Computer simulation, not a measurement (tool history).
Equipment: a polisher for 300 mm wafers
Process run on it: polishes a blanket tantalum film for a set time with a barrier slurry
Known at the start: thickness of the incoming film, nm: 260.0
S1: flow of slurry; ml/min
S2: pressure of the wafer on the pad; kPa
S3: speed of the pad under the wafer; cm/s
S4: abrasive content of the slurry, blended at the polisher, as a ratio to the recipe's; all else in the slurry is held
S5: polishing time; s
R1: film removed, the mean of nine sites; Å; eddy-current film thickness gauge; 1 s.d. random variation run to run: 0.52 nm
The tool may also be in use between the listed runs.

run 1 hour=0 | S1=135 S2=9 S3=126 S4=1 S5=35 | R1=420.79
run 2 hour=5.5 | S1=140 S2=9.7 S3=126 S4=1 S5=35 | R1=449.44
run 3 hour=9.5 | S1=140 S2=9.7 S3=126 S4=1 S5=32 | R1=412.51
run 4 hour=11.1 | S1=140 S2=10.3 S3=126 S4=1 S5=32 | R1=445.74
run 5 hour=17.8 | S1=140 S2=11 S3=126 S4=1 S5=32 | R1=470.3
run 6 hour=19.6 | S1=145 S2=11.7 S3=126 S4=1 S5=32 | R1=501.44
run 7 hour=24.3 | S1=145 S2=12.4 S3=126 S4=1 S5=32 | R1=526.09
run 8 hour=28.5 | S1=145 S2=13.1 S3=126 S4=1 S5=32 | R1=567.55

Run 9 comes next. What will it give?
run 9 hour=33.7 | S1=175 S2=13.8 S3=126 S4=1 S5=32 | R1=?

R1: 601.02 Å
